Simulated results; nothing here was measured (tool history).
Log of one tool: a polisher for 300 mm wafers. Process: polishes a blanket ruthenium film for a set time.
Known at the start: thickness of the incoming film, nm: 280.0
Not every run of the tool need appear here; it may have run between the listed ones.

run  hour  flow of slurry (ml/min)  pressure of the wafer on the pad (psi)  speed of the pad under the wafer (cm/s)  polishing time (s)  film removed (Å)
  1     0                      150                                     1.5                                      108                 113              1180
  2   3.4                      150                                     1.5                                      130                 113            1353.1
  3     9                      150                                     1.5                                      130                 113            1350.8
  4  16.8                      145                                     1.4                                      124                 113            1206.2
  5  20.9                      165                                     1.4                                      124                 113            1230.6
  6  26.7                      165                                     1.4                                      144                 113            1357.2
  7  34.1                      165                                     1.3                                      134                 113            1197.2
  8  41.1                      165                                     1.2                                      126                 113            1083.5
  9  47.6                      165                                     1.1                                      118                 113            949.93

Expected results for the next run?
 10  55.2                      165                                       1                                      112                 113                 ?

Run 10 gave film removed (Å) 834.59.
